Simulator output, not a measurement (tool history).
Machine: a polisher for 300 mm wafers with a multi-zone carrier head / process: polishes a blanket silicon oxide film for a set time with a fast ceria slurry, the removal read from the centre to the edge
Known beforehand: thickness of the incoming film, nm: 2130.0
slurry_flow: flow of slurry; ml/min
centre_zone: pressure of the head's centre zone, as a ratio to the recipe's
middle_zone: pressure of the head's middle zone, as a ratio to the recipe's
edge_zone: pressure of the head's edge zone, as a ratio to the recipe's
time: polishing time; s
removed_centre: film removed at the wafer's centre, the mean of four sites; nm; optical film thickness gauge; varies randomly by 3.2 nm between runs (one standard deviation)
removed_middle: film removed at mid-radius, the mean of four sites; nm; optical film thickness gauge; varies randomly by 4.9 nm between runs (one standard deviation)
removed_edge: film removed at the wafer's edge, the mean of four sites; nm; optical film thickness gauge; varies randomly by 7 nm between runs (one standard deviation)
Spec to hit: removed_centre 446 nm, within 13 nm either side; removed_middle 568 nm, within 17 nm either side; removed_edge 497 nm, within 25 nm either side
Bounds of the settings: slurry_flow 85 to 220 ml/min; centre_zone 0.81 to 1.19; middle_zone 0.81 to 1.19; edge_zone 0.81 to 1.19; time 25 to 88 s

| run | hour | slurry_flow | centre_zone | middle_zone | edge_zone | time | removed_centre | removed_middle | removed_edge |
|---|---|---|---|---|---|---|---|---|---|
| 1 | 0 | 140 | 1 | 1 | 1 | 56 | 628.35 | 621.28 | 616.81 |
| 2 | 5.6 | 140 | 1.08 | 1 | 1 | 56 | 664.16 | 617.71 | 630.48 |
| 3 | 13.6 | 140 | 1.08 | 1.05 | 1 | 56 | 671.25 | 655.32 | 619.27 |
| 4 | 18.8 | 130 | 1.02 | 1.06 | 1 | 55 | 615.98 | 638.83 | 587 |
| 5 | 24.3 | 130 | 1.02 | 1.06 | 1 | 63 | 698.24 | 730.55 | 692.15 |
| 6 | 32 | 130 | 1.02 | 1.13 | 1 | 63 | 709.09 | 764.91 | 685.7 |
| 7 | 33.7 | 120 | 0.98 | 1.12 | 1 | 60 | 638.38 | 719.78 | 646.94 |
| 8 | 38.7 | 115 | 0.95 | 1.11 | 0.99 | 58 | 603.7 | 675.88 | 618.35 |
| 9 | 47.3 | 95 | 0.85 | 1.19 | 0.95 | 46 | 409.37 | 558.47 | 470.56 |
| 10 | 49.8 | 100 | 0.86 | 1.18 | 0.96 | 46 | 422.71 | 558.75 | 481.56 |
| 11 | 55.1 | 105 | 0.86 | 1.18 | 0.96 | 46 | 426.52 | 559.73 | 475.37 |
| 12 | 55.9 | 105 | 0.86 | 1.18 | 0.97 | 46 | 424.1 | 557.56 | 496.51 |

Pick the move, out of 5, that brings all results within their allowed miss; only one does.
| A | 56.7 | 125 | 0.89 | 1.17 | 0.85 | 45 | ? | ? | ? |
| B | 56.7 | 95 | 0.86 | 1.13 | 0.97 | 49 | ? | ? | ? |
| C | 56.7 | 145 | 0.82 | 1.18 | 0.94 | 47 | ? | ? | ? |
| D | 56.7 | 100 | 0.81 | 1.18 | 0.87 | 51 | ? | ? | ? |
| E | 56.7 | 100 | 0.81 | 1.19 | 0.95 | 46 | ? | ? | ? |

| move | removed_centre | removed_middle | removed_edge |
|---|---|---|---|
| A | 446.61 | 556.64 | 456.93 |
| B | 446.09 | 559.43 | 510.99 |
| C | 447.71 | 600.27 | 508.39 |
| D | 446.78 | 610.62 | 508.78 |
| E | 403.01 | 554.73 | 477.82 |
A: brings the result that was furthest off to its target, and leaves another outside
B: all results land within tolerance of their targets
C: brings the result that was furthest off to its target, and leaves another outside
D: brings the result that was furthest off to its target, and leaves another outside
E: misses by more than the last run did
B is the move that brings every result within its allowed miss.
